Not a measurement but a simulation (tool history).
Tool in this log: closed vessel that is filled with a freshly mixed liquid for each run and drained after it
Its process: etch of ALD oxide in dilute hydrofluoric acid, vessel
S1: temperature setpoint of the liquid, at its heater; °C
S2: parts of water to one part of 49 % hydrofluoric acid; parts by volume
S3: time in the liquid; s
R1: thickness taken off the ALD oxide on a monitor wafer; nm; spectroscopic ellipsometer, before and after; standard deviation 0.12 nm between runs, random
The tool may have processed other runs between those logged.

run,hour,S1,S2,S3,R1
1,0.0,24.0,285,230,10.273
2,2.4,24.0,285,250,11.120
3,5.3,26.0,275,250,12.496
4,9.1,27.5,265,250,13.635
5,14.6,28.5,255,250,14.969
6,16.2,28.5,255,250,15.148

Forecast run 7:
7,20.7,29.5,255,250,?

R1: 15.450 nm
